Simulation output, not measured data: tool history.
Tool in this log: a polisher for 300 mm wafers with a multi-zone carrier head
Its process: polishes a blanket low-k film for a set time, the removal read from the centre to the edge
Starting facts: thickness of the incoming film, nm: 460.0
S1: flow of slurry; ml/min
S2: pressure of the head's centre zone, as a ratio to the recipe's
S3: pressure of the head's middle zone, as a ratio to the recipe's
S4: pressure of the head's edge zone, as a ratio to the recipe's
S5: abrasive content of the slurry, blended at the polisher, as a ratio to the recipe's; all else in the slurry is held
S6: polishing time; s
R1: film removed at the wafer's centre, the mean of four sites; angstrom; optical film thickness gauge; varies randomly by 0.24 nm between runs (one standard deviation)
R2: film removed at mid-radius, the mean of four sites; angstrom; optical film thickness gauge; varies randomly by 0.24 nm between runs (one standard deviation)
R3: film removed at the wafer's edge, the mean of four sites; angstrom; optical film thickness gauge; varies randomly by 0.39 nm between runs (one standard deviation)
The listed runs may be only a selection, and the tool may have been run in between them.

run,hour,S1,S2,S3,S4,S5,S6,R1,R2,R3
1,0.0,180,1.00,1.00,1.00,1.00,65,468.50,466.90,483.35
2,7.7,175,0.98,1.00,0.98,0.95,65,444.98,450.68,454.67
3,13.1,150,0.98,1.00,0.98,0.95,65,421.36,431.12,447.04
4,15.1,150,0.95,1.00,0.98,0.95,65,408.03,431.28,446.29
5,22.5,150,0.95,0.94,0.98,0.95,65,405.99,409.45,443.39
6,23.6,150,0.95,0.89,0.98,0.95,65,406.15,389.94,443.97

Run 7 has not been measured yet. What should we expect?
7,31.6,150,0.94,0.90,0.96,0.95,65,?,?,?

Logged for run 7: R1 400.44 angstrom, R2 399.81 angstrom, R3 437.72 angstrom.
